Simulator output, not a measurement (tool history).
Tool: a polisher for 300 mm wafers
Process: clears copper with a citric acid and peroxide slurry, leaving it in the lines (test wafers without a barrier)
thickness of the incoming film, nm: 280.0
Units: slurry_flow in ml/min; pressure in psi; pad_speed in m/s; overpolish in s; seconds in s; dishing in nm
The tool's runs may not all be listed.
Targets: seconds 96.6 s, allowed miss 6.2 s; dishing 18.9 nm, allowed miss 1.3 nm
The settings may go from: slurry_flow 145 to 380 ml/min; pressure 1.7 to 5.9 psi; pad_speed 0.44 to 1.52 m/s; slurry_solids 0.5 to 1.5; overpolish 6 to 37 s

run  hour  slurry_flow  pressure  pad_speed  slurry_solids  overpolish  seconds  dishing
  1     0          245       3.8       0.98              1          19   119.88   35.149
  2   8.9          190       3.8       0.98              1          19   122.52   32.928
  3  13.7          185       3.9       0.98              1          18   122.98   32.848
  4  15.6          185       3.8       1.04              1          17   116.45   32.167
  5  17.8          185       3.8       1.04            0.8          17    121.1    30.34
  6  19.4          180       3.8       1.06           0.75          16   122.68   28.973
  7  23.2          175       3.8       1.08            0.7          15   123.62   26.548
  8  24.2          170       3.9        1.1            0.7          14   114.14   26.415
  9  26.6          165         4        1.1            0.7          13    116.9   25.488
 10  27.6          165         4       1.12            0.7          12   116.13   23.623
 11  28.4          145       4.3       1.28           0.55           6   98.192   13.784
 12  31.7          150       4.3       1.26           0.55           6   103.31   13.869
 13  34.3          155       4.7       1.24           0.55          12   94.587   28.166

Which of these 5 next moves meets every target?
  A  36.9          225       4.2        1.4            0.5           6        ?        ?
  B  36.9          195       4.5       1.12           0.75          22        ?        ?
  C  36.9          150       5.1        1.2           0.65          15        ?        ?
  D  36.9          155       5.3       1.04           0.65           8        ?        ?
  E  36.9          145       4.8       1.18           0.65          16        ?        ?

move  seconds  dishing
   A    89.24   15.548
   B   98.727   47.457
   C   88.709   37.169
   D   97.794   18.825
   E   96.067   36.603
A: takes the result that was furthest off past its target
B: further off than the last run
C: further off than the last run
D: meets every target
E: further off than the last run
Answer: D

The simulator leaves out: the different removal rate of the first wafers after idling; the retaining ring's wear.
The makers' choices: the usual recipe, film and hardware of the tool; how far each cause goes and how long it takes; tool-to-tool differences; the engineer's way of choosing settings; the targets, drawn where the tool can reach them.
